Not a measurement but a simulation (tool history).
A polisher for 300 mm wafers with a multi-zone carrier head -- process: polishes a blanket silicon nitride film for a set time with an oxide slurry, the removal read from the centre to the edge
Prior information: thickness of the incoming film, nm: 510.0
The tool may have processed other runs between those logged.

| run | hour | flow of slurry (ml/min) | pressure of the head's centre zone | pressure of the head's middle zone | pressure of the head's edge zone | abrasive content of the slurry | polishing time (s) | film removed at the wafer's centre (nm) | film removed at mid-radius (nm) | film removed at the wafer's edge (nm) |
|---|---|---|---|---|---|---|---|---|---|---|
| 1 | 0.0 | 280 | 1.00 | 1.00 | 1.00 | 1.00 | 59 | 56.008 | 55.643 | 57.556 |
| 2 | 8.7 | 245 | 1.00 | 1.00 | 1.00 | 1.00 | 59 | 56.893 | 56.689 | 56.271 |
| 3 | 11.3 | 245 | 0.97 | 0.98 | 0.99 | 0.90 | 59 | 51.296 | 52.882 | 54.063 |
| 4 | 18.8 | 245 | 0.97 | 0.98 | 1.06 | 0.90 | 59 | 52.723 | 52.644 | 55.243 |
| 5 | 27.5 | 275 | 0.97 | 0.98 | 1.06 | 0.90 | 59 | 52.400 | 53.531 | 56.115 |
| 6 | 32.2 | 270 | 0.96 | 0.97 | 1.04 | 0.85 | 59 | 51.009 | 51.622 | 53.936 |

What will run 7 give?
| 7 | 41.1 | 260 | 0.86 | 0.91 | 0.97 | 0.60 | 58 | ? | ? | ? |

{"run 7": {"film removed at the wafer's centre (nm)": 38.115, "film removed at mid-radius (nm)": 41.36, "film removed at the wafer's edge (nm)": 43.245}}

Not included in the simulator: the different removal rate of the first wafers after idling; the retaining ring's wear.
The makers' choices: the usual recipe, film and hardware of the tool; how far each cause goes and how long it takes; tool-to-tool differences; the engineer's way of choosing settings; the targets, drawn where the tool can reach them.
